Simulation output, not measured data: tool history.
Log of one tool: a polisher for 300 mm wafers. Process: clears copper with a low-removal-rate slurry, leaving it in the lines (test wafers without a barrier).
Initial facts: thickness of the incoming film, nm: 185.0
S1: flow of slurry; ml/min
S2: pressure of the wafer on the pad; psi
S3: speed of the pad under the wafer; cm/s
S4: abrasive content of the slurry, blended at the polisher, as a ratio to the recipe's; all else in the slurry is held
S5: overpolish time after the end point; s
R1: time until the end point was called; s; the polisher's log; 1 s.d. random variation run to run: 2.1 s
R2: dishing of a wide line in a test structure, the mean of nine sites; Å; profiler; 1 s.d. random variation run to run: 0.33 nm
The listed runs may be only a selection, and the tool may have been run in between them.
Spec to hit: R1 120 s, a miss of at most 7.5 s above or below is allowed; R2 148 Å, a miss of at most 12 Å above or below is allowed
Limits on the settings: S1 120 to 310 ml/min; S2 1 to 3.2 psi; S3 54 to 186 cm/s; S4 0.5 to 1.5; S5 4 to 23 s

run,day,S1,S2,S3,S4,S5,R1,R2
1,0,200,2.1,118,1,12,88.761,171.57
2,0.075,220,2.1,118,1,12,82.724,175.36
3,0.158,220,2.1,118,1,15,83.513,213.44
4,0.238,215,2,118,1,15,88.374,215.83
5,0.379,215,2,118,1.1,15,84.139,211.66
6,0.488,215,2.5,118,1.1,15,69.933,255.21
7,0.721,210,2.3,116,1.1,15,75.45,236.19
8,0.829,210,2.1,114,1.1,15,87.656,211.03
9,0.942,205,2,114,1.1,15,88.939,206.45
10,1.238,205,1.9,114,1.1,15,92.348,191.73
11,1.462,205,1.3,110,1.1,16,136.22,150.01

Which one of the following 4 next-run settings gets every result inside its allowed miss? There is exactly one.
A,1.688,230,1.6,120,1,12,?,?
B,1.688,245,1.6,106,0.9,14,?,?
C,1.688,170,1.5,88,1.1,17,?,?
D,1.688,155,2,106,1,12,?,?

move,R1,R2
A,102.7,147.3
B,117.83,149.55
C,144.78,147.64
D,100.41,151.4
A: pushes the last run's worst result past its target
B: all results in spec
C: moves away from the targets compared with the last run
D: pushes the last run's worst result past its target
Move B is the one to make.
